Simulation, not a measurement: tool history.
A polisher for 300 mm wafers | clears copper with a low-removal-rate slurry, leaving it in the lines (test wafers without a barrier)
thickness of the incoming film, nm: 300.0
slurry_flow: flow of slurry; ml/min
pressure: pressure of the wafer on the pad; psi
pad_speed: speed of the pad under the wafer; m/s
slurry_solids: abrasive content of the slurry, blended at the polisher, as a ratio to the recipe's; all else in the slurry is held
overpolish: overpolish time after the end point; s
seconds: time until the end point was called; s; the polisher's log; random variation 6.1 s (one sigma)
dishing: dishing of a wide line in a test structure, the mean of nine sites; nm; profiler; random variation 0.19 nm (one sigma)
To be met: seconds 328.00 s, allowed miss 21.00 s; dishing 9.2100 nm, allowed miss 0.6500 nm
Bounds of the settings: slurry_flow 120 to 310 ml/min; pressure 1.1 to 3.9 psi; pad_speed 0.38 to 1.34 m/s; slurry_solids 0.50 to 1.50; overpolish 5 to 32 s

| run | hour | slurry_flow | pressure | pad_speed | slurry_solids | overpolish | seconds | dishing |
|---|---|---|---|---|---|---|---|---|
| 1 | 0.0 | 200 | 2.5 | 0.86 | 1.00 | 16 | 186.63 | 22.1290 |
| 2 | 3.9 | 200 | 2.5 | 1.06 | 1.00 | 16 | 154.42 | 26.2910 |
| 3 | 7.6 | 175 | 2.5 | 1.06 | 1.00 | 16 | 152.87 | 26.4960 |
| 4 | 15.6 | 175 | 2.4 | 1.02 | 1.00 | 15 | 168.69 | 23.1620 |
| 5 | 18.8 | 175 | 3.0 | 1.02 | 1.00 | 15 | 131.32 | 28.7280 |
| 6 | 26.6 | 175 | 3.0 | 1.02 | 1.00 | 11 | 136.48 | 21.7190 |
| 7 | 35.1 | 175 | 2.8 | 1.00 | 1.00 | 11 | 151.12 | 19.2380 |
| 8 | 41.7 | 170 | 2.1 | 0.88 | 1.00 | 13 | 222.97 | 15.5220 |
| 9 | 46.5 | 170 | 2.1 | 0.88 | 1.00 | 13 | 227.36 | 15.0610 |
| 10 | 54.2 | 170 | 2.1 | 0.88 | 1.00 | 13 | 226.39 | 16.1690 |
| 11 | 62.3 | 170 | 2.0 | 0.88 | 1.00 | 13 | 239.71 | 14.9710 |
| 12 | 70.5 | 170 | 1.9 | 0.88 | 1.00 | 13 | 241.06 | 14.3650 |
| 13 | 73.7 | 170 | 1.8 | 0.88 | 1.00 | 13 | 259.27 | 12.9500 |
| 14 | 81.1 | 170 | 1.7 | 0.88 | 1.00 | 13 | 271.28 | 12.6790 |
| 15 | 86.3 | 170 | 1.5 | 0.88 | 1.00 | 12 | 309.31 | 10.9690 |
| 16 | 88.7 | 170 | 1.4 | 0.86 | 1.00 | 9 | 334.91 | 7.2883 |
| 17 | 94.2 | 165 | 1.4 | 0.84 | 1.00 | 10 | 353.60 | 8.0169 |
| 18 | 97.2 | 160 | 1.5 | 0.84 | 1.00 | 10 | 328.23 | 8.3334 |

Which of these 4 next moves meets every target?
| A | 100.2 | 275 | 1.9 | 0.70 | 0.90 | 10 | ? | ? |
| B | 100.2 | 125 | 1.4 | 1.00 | 0.90 | 11 | ? | ? |
| C | 100.2 | 135 | 2.0 | 0.68 | 0.85 | 14 | ? | ? |
| D | 100.2 | 140 | 2.2 | 0.70 | 1.05 | 11 | ? | ? |

| move | seconds | dishing |
|---|---|---|
| A | 294.86 | 9.0294 |
| B | 317.68 | 9.1638 |
| C | 327.33 | 11.3040 |
| D | 272.06 | 10.7270 |
A: brings the result that was furthest off to its target, and leaves another outside
B: meets every target
C: takes the result that was furthest off past its target
D: takes the result that was furthest off past its target
The right move is B.
